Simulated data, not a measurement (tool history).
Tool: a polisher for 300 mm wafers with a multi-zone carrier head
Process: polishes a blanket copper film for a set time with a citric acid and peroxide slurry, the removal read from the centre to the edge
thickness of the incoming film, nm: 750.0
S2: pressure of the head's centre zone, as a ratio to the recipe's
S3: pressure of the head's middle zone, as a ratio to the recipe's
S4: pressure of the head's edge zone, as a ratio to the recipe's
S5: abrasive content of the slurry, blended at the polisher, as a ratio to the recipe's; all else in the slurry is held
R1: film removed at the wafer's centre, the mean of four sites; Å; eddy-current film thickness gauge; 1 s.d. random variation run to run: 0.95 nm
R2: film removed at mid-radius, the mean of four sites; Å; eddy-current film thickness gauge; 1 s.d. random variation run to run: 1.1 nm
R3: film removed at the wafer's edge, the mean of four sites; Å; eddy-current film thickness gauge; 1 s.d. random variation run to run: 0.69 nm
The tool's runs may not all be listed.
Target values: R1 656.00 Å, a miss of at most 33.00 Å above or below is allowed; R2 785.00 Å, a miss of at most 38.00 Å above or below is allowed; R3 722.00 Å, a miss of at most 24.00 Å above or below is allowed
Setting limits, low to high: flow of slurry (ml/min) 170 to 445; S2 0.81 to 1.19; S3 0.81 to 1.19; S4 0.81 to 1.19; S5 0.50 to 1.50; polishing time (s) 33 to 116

Run 1, hour 0.0: flow of slurry (ml/min) 285, S2 1.00, S3 1.00, S4 1.00, S5 1.00, polishing time (s) 74. Result: R1 881.44 Å, R2 933.90 Å, R3 913.01 Å.
Run 2, hour 6.3: flow of slurry (ml/min) 285, S2 0.98, S3 1.00, S4 0.98, S5 0.90, polishing time (s) 73. Result: R1 853.30 Å, R2 901.73 Å, R3 874.84 Å.
Run 3, hour 6.8: flow of slurry (ml/min) 280, S2 0.95, S3 1.01, S4 0.97, S5 0.80, polishing time (s) 71. Result: R1 798.49 Å, R2 872.95 Å, R3 838.83 Å.
Run 4, hour 10.0: flow of slurry (ml/min) 280, S2 0.95, S3 1.01, S4 0.97, S5 0.65, polishing time (s) 71. Result: R1 776.33 Å, R2 838.17 Å, R3 813.11 Å.
Run 5, hour 10.6: flow of slurry (ml/min) 280, S2 0.93, S3 1.02, S4 0.95, S5 0.60, polishing time (s) 70. Result: R1 753.55 Å, R2 858.90 Å, R3 790.34 Å.
Run 6, hour 18.0: flow of slurry (ml/min) 280, S2 0.93, S3 1.08, S4 0.95, S5 0.60, polishing time (s) 70. Result: R1 748.59 Å, R2 871.52 Å, R3 786.84 Å.
Run 7, hour 24.2: flow of slurry (ml/min) 275, S2 0.92, S3 1.07, S4 0.95, S5 0.60, polishing time (s) 69. Result: R1 732.61 Å, R2 880.62 Å, R3 768.06 Å.
Run 8, hour 29.0: flow of slurry (ml/min) 275, S2 0.91, S3 1.05, S4 0.95, S5 0.60, polishing time (s) 68. Result: R1 706.39 Å, R2 820.58 Å, R3 756.57 Å.

Exercise: of the 5 proposed moves below, exactly one satisfies all targets within the stated allowed misses. Which move is it?
Run A, hour 33.8: flow of slurry (ml/min) 365, S2 0.97, S3 1.11, S4 1.01, S5 0.50, polishing time (s) 65. Result: R1 ?, R2 ?, R3 ?.
Run B, hour 33.8: flow of slurry (ml/min) 270, S2 0.84, S3 0.93, S4 0.96, S5 0.50, polishing time (s) 76. Result: R1 ?, R2 ?, R3 ?.
Run C, hour 33.8: flow of slurry (ml/min) 280, S2 0.88, S3 1.06, S4 0.95, S5 0.60, polishing time (s) 64. Result: R1 ?, R2 ?, R3 ?.
Run D, hour 33.8: flow of slurry (ml/min) 225, S2 0.96, S3 1.19, S4 0.98, S5 0.65, polishing time (s) 64. Result: R1 ?, R2 ?, R3 ?.
Run E, hour 33.8: flow of slurry (ml/min) 270, S2 0.96, S3 1.08, S4 0.90, S5 0.65, polishing time (s) 71. Result: R1 ?, R2 ?, R3 ?.

move      R1      R2      R3
   A  730.90  826.73  747.73
   B  720.81  807.83  835.65
   C  648.56  775.78  713.28
   D  688.06  838.92  712.88
   E  783.66  877.48  775.22
A: lands further from the targets than the last run did
B: lands further from the targets than the last run did
C: each result inside its tolerance
D: meets the target for the result that was furthest off, but another lies outside its allowed miss
E: lands further from the targets than the last run did
Move C is the one to make.

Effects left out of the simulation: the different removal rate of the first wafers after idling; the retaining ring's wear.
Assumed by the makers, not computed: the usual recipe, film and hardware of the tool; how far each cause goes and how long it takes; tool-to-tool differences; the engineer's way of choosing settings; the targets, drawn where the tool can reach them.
